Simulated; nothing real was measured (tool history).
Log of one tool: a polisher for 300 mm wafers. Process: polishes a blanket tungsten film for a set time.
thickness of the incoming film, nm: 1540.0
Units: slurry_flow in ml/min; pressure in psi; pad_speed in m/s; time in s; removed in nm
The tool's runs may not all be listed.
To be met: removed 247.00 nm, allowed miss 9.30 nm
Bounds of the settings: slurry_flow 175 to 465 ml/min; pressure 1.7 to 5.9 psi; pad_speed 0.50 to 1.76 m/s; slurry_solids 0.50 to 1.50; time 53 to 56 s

run,hour,slurry_flow,pressure,pad_speed,slurry_solids,time,removed
1,0.0,295,3.8,1.12,1.00,53,342.27
2,1.6,295,3.6,1.12,1.00,53,335.13
3,3.8,295,3.6,0.92,1.00,53,270.93
4,8.8,295,3.6,0.92,1.00,56,284.60
5,11.2,295,4.4,0.92,1.00,56,345.61
6,16.6,295,5.1,0.92,1.00,56,401.34
7,24.1,295,4.1,0.88,1.00,56,304.45
8,28.3,295,4.0,0.88,1.00,56,303.77
9,33.0,295,3.9,0.88,1.00,56,296.52
10,34.0,295,3.8,0.88,1.00,56,287.22
11,36.8,295,3.7,0.88,1.00,56,284.58
12,42.3,295,3.1,0.86,1.00,56,231.39

Which of these 5 next moves meets every target?
A,47.8,270,3.6,0.82,1.05,54,?
B,47.8,230,2.9,0.92,1.05,56,?
C,47.8,275,3.1,0.82,1.20,55,?
D,47.8,290,3.0,0.88,0.95,55,?
E,47.8,255,3.1,0.92,0.95,53,?

move,removed
A,251.41
B,231.91
C,228.69
D,226.58
E,231.96
A: meets every target
B: as far off as the last run
C: further off than the last run
D: further off than the last run
E: as far off as the last run
Move A is the one to make.

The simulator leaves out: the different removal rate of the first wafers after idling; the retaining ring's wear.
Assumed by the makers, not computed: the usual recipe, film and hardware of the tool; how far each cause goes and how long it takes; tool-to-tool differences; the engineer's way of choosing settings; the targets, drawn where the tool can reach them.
